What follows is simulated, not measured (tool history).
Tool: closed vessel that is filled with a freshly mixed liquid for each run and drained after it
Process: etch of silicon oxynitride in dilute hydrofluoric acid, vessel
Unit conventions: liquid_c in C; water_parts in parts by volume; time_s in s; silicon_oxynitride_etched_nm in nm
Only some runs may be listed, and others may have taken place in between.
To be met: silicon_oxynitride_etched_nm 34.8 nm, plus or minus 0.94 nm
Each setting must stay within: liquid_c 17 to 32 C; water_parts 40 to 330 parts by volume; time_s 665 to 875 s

{"run": 1, "hour": 0.0, "liquid_c": 24, "water_parts": 185, "time_s": 875, "silicon_oxynitride_etched_nm": 22.563}
{"run": 2, "hour": 4.7, "liquid_c": 24, "water_parts": 185, "time_s": 875, "silicon_oxynitride_etched_nm": 22.69}
{"run": 3, "hour": 8.0, "liquid_c": 25.5, "water_parts": 180, "time_s": 875, "silicon_oxynitride_etched_nm": 24.999}
{"run": 4, "hour": 12.7, "liquid_c": 25.5, "water_parts": 180, "time_s": 875, "silicon_oxynitride_etched_nm": 25.076}
{"run": 5, "hour": 20.5, "liquid_c": 29, "water_parts": 180, "time_s": 875, "silicon_oxynitride_etched_nm": 29.12}
{"hour": 27.6, "done": "hydrofluoric acid flow meter replaced"}
{"run": 6, "hour": 27.6, "liquid_c": 29, "water_parts": 180, "time_s": 875, "silicon_oxynitride_etched_nm": 27.403}
{"run": 7, "hour": 29.8, "liquid_c": 29.5, "water_parts": 175, "time_s": 875, "silicon_oxynitride_etched_nm": 29.069}
{"run": 8, "hour": 32.9, "liquid_c": 30, "water_parts": 170, "time_s": 875, "silicon_oxynitride_etched_nm": 30.875}
{"run": 9, "hour": 38.3, "liquid_c": 30.5, "water_parts": 170, "time_s": 875, "silicon_oxynitride_etched_nm": 31.187}
{"run": 10, "hour": 43.9, "liquid_c": 32, "water_parts": 160, "time_s": 875, "silicon_oxynitride_etched_nm": 35.635}

Which one of the following 4 next-run settings gets every result inside its allowed miss? There is exactly one.
{"run": "A", "hour": 49.5, "liquid_c": 31, "water_parts": 150, "time_s": 875, "silicon_oxynitride_etched_nm": "?"}
{"run": "B", "hour": 49.5, "liquid_c": 31.5, "water_parts": 150, "time_s": 810, "silicon_oxynitride_etched_nm": "?"}
{"run": "C", "hour": 49.5, "liquid_c": 30, "water_parts": 145, "time_s": 875, "silicon_oxynitride_etched_nm": "?"}
{"run": "D", "hour": 49.5, "liquid_c": 32, "water_parts": 155, "time_s": 875, "silicon_oxynitride_etched_nm": "?"}

move=A silicon_oxynitride_etched_nm=36.997
move=B silicon_oxynitride_etched_nm=34.989
move=C silicon_oxynitride_etched_nm=36.836
move=D silicon_oxynitride_etched_nm=37.175
A: misses by more than the last run did
B: in spec on every target
C: misses by more than the last run did
D: misses by more than the last run did
So the answer is move B, the one that meets all the targets.
